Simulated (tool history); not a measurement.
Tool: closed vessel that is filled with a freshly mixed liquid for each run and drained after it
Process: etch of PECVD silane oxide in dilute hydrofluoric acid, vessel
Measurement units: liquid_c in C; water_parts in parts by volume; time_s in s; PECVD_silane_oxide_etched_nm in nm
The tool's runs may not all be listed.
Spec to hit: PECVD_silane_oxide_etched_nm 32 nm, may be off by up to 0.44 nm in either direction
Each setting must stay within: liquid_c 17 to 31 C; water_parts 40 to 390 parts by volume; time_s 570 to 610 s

run 1 hour=0 | liquid_c=23 water_parts=215 time_s=570 | PECVD_silane_oxide_etched_nm=56.334
run 2 hour=1.4 | liquid_c=21.5 water_parts=230 time_s=570 | PECVD_silane_oxide_etched_nm=48.736
run 3 hour=6.4 | liquid_c=20.5 water_parts=240 time_s=570 | PECVD_silane_oxide_etched_nm=44.946
run 4 hour=9.3 | liquid_c=20.5 water_parts=265 time_s=570 | PECVD_silane_oxide_etched_nm=39.662
run 5 hour=16.5 | liquid_c=19.5 water_parts=270 time_s=570 | PECVD_silane_oxide_etched_nm=37.391
run 6 hour=20.5 | liquid_c=19.5 water_parts=270 time_s=570 | PECVD_silane_oxide_etched_nm=37.272
-- hour=24.2 hydrofluoric acid flow meter replaced
run 7 hour=24.2 | liquid_c=19 water_parts=275 time_s=570 | PECVD_silane_oxide_etched_nm=33.737
run 8 hour=30.7 | liquid_c=19 water_parts=275 time_s=570 | PECVD_silane_oxide_etched_nm=33.338

Of the 4 settings listed for the next run, only one would bring every result within its allowed miss of target. Which one?
run A hour=37.2 | liquid_c=24.5 water_parts=315 time_s=585 | PECVD_silane_oxide_etched_nm=?
run B hour=37.2 | liquid_c=18.5 water_parts=275 time_s=600 | PECVD_silane_oxide_etched_nm=?
run C hour=37.2 | liquid_c=18 water_parts=260 time_s=590 | PECVD_silane_oxide_etched_nm=?
run D hour=37.2 | liquid_c=17 water_parts=285 time_s=610 | PECVD_silane_oxide_etched_nm=?

move=A PECVD_silane_oxide_etched_nm=35.377
move=B PECVD_silane_oxide_etched_nm=34.765
move=C PECVD_silane_oxide_etched_nm=35.951
move=D PECVD_silane_oxide_etched_nm=31.941
A: further off than the last run
B: further off than the last run
C: further off than the last run
D: in spec on every target
D is the move that brings every result within its allowed miss.

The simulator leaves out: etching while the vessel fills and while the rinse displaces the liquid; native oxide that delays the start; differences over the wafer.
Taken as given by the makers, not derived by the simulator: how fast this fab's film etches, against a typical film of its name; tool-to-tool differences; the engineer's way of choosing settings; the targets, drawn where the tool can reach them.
